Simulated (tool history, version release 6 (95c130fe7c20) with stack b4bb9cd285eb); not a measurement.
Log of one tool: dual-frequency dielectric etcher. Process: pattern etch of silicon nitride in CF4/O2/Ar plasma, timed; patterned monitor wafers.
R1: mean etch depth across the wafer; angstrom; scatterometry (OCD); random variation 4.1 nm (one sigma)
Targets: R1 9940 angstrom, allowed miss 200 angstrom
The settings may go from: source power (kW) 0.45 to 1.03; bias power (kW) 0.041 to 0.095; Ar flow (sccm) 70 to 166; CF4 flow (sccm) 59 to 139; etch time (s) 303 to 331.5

{"run": 1, "hour": 0.0, "source power (kW)": 0.74, "bias power (kW)": 0.068, "Ar flow (sccm)": 118, "CF4 flow (sccm)": 99, "etch time (s)": 331.5, "R1": 8564.3}
{"run": 2, "hour": 1.6, "source power (kW)": 0.74, "bias power (kW)": 0.068, "Ar flow (sccm)": 118, "CF4 flow (sccm)": 99, "etch time (s)": 331.5, "R1": 8581.3}
{"run": 3, "hour": 8.4, "source power (kW)": 0.76, "bias power (kW)": 0.068, "Ar flow (sccm)": 118, "CF4 flow (sccm)": 99, "etch time (s)": 331.5, "R1": 8810.4}
{"run": 4, "hour": 10.5, "source power (kW)": 0.76, "bias power (kW)": 0.068, "Ar flow (sccm)": 118, "CF4 flow (sccm)": 81, "etch time (s)": 331.5, "R1": 8526.9}
{"run": 5, "hour": 14.5, "source power (kW)": 0.68, "bias power (kW)": 0.068, "Ar flow (sccm)": 118, "CF4 flow (sccm)": 81, "etch time (s)": 331.5, "R1": 7874}
{"run": 6, "hour": 17.9, "source power (kW)": 0.71, "bias power (kW)": 0.068, "Ar flow (sccm)": 118, "CF4 flow (sccm)": 81, "etch time (s)": 331.5, "R1": 8080.1}
{"run": 7, "hour": 24.3, "source power (kW)": 0.74, "bias power (kW)": 0.068, "Ar flow (sccm)": 118, "CF4 flow (sccm)": 81, "etch time (s)": 331.5, "R1": 8271}
{"run": 8, "hour": 25.2, "source power (kW)": 0.77, "bias power (kW)": 0.068, "Ar flow (sccm)": 118, "CF4 flow (sccm)": 81, "etch time (s)": 331.5, "R1": 8542.3}
{"run": 9, "hour": 27.4, "source power (kW)": 0.79, "bias power (kW)": 0.068, "Ar flow (sccm)": 118, "CF4 flow (sccm)": 81, "etch time (s)": 331.5, "R1": 8701.5}

4 next moves are on the table. One of them brings every result within its allowed miss. Which?
{"run": "A", "hour": 29.6, "source power (kW)": 0.93, "bias power (kW)": 0.065, "Ar flow (sccm)": 102, "CF4 flow (sccm)": 95, "etch time (s)": 331.5, "R1": "?"}
{"run": "B", "hour": 29.6, "source power (kW)": 0.86, "bias power (kW)": 0.073, "Ar flow (sccm)": 119, "CF4 flow (sccm)": 89, "etch time (s)": 324, "R1": "?"}
{"run": "C", "hour": 29.6, "source power (kW)": 0.95, "bias power (kW)": 0.059, "Ar flow (sccm)": 103, "CF4 flow (sccm)": 111, "etch time (s)": 318.5, "R1": "?"}
{"run": "D", "hour": 29.6, "source power (kW)": 0.73, "bias power (kW)": 0.062, "Ar flow (sccm)": 111, "CF4 flow (sccm)": 78, "etch time (s)": 306.5, "R1": "?"}

move=A R1=9803.7
move=B R1=9345.9
move=C R1=9368.6
move=D R1=7233.2
A: meets every target
B: nearer than the last run, and not there yet
C: nearer than the last run, and not there yet
D: further off than the last run
The right move is A.

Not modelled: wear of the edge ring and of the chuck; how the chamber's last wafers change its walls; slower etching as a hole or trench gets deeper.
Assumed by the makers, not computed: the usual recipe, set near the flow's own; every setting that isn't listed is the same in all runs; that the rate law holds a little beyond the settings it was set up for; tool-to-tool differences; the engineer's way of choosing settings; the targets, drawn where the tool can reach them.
